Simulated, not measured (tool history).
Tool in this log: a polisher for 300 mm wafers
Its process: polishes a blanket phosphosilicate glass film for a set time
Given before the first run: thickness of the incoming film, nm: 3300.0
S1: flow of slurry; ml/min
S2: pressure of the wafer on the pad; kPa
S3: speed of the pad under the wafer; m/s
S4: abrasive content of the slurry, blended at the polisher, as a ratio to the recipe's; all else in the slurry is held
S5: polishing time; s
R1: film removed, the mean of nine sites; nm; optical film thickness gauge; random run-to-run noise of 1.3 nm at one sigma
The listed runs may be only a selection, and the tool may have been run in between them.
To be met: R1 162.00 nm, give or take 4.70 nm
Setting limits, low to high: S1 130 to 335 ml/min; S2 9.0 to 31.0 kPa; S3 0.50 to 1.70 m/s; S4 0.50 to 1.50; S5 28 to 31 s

run	day	S1	S2	S3	S4	S5	R1
1	0.000	215	20.0	1.10	1.00	31	226.80
2	0.242	215	20.0	1.10	1.00	28	205.75
3	0.579	215	19.3	1.10	1.00	28	197.20
4	0.704	215	19.3	1.10	1.15	28	209.46
5	0.971	215	18.6	1.10	1.15	28	201.81
6	1.175	215	17.9	1.10	1.15	28	195.35
7	1.446	215	17.2	1.10	1.15	28	189.04
8	1.488	215	16.5	1.10	1.15	28	182.27

Below are 4 possible settings for the next run. Only one of them brings all results inside the allowed miss of their targets. Which is it?
A	1.529	180	15.2	1.24	1.10	31	?
B	1.529	255	13.1	1.12	1.20	28	?
C	1.529	250	17.9	0.96	0.85	28	?
D	1.529	185	18.6	1.04	1.00	31	?

move	R1
A	187.97
B	150.50
C	160.43
D	198.83
A: moves away from the targets compared with the last run
B: takes the biggest miss from the last run beyond its target
C: all results land within tolerance of their targets
D: moves away from the targets compared with the last run
So the answer is move C, the one that meets all the targets.
